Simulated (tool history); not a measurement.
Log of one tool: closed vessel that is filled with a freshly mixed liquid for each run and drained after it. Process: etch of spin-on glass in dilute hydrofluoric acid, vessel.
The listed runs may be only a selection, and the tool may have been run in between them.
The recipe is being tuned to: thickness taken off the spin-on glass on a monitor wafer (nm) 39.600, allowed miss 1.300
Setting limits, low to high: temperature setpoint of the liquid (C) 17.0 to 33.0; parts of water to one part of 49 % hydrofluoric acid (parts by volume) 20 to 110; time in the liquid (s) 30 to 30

| run | day | temperature setpoint of the liquid (C) | parts of water to one part of 49 % hydrofluoric acid (parts by volume) | time in the liquid (s) | thickness taken off the spin-on glass on a monitor wafer (nm) |
|---|---|---|---|---|---|
| 1 | 0.000 | 25.0 | 60 | 30 | 23.828 |
| 2 | 0.258 | 25.0 | 60 | 30 | 23.932 |
| 3 | 0.429 | 27.0 | 60 | 30 | 25.849 |
| 4 | 0.717 | 27.0 | 60 | 30 | 25.524 |
| 5 | 0.788 | 28.5 | 55 | 30 | 30.261 |
| 6 | 1.050 | 28.5 | 55 | 30 | 30.348 |
| 7 | 1.100 | 28.5 | 55 | 30 | 30.144 |
| 8 | 1.221 | 29.5 | 55 | 30 | 31.188 |
| 9 | 1.554 | 33.0 | 45 | 30 | 43.661 |

Below are 5 possible settings for the next run. Only one of them brings all results inside the allowed miss of their targets. Which is it?
| A | 1.888 | 32.5 | 40 | 30 | ? |
| B | 1.888 | 28.5 | 35 | 30 | ? |
| C | 1.888 | 32.0 | 45 | 30 | ? |
| D | 1.888 | 33.0 | 50 | 30 | ? |
| E | 1.888 | 33.0 | 40 | 30 | ? |

| move | thickness taken off the spin-on glass on a monitor wafer (nm) |
|---|---|
| A | 49.211 |
| B | 48.391 |
| C | 42.551 |
| D | 39.476 |
| E | 50.175 |
A: further off than the last run
B: further off than the last run
C: closer than the last run, but not yet in spec
D: all results in spec
E: further off than the last run
Answer: D
